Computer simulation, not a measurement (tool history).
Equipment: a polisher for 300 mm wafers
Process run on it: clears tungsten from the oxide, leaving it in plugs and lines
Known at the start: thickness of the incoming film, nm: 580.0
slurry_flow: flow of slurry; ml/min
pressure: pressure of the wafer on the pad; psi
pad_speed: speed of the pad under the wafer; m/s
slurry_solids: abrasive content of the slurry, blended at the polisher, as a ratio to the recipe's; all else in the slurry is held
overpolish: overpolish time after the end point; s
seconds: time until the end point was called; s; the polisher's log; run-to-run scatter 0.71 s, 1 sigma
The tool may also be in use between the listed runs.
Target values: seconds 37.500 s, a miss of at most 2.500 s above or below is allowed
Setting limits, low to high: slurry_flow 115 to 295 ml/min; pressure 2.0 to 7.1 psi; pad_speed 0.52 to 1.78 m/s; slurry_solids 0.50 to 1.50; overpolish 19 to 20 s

run  hour  slurry_flow  pressure  pad_speed  slurry_solids  overpolish  seconds
  1   0.0          190       4.5       1.14           1.00          19   80.407
  2   2.3          190       4.5       0.88           1.00          19  102.790
  3   7.9          190       4.8       0.94           1.00          19   89.711
  4  14.9          190       4.8       0.94           1.10          19   87.721
  5  16.1          190       5.1       0.98           1.10          19   82.085
     23.2  -- slurry nozzle cleaned
  6  23.2          190       5.3       1.04           1.10          19   68.458
  7  29.8          190       5.5       1.06           1.10          19   67.010
  8  30.9          190       5.7       1.08           1.10          19   63.292
  9  37.4          190       5.9       1.10           1.10          19   60.528
 10  39.8          190       6.0       1.14           1.10          19   57.417

Pick the move, out of 5, that brings all results within their allowed miss; only one does.
  A  42.2          180       4.8       0.74           1.05          19        ?
  B  42.2          230       7.0       1.68           1.35          19        ?
  C  42.2          230       6.6       1.58           1.00          20        ?
  D  42.2          170       7.1       1.66           1.30          19        ?
  E  42.2          220       7.1       1.70           1.05          20        ?

move  seconds
   A  106.610
   B   30.989
   C   37.083
   D   31.991
   E   31.940
A: misses by more than the last run did
B: carries the result that was furthest off beyond its target, to the other side
C: in spec on every target
D: carries the result that was furthest off beyond its target, to the other side
E: carries the result that was furthest off beyond its target, to the other side
The right move is C.

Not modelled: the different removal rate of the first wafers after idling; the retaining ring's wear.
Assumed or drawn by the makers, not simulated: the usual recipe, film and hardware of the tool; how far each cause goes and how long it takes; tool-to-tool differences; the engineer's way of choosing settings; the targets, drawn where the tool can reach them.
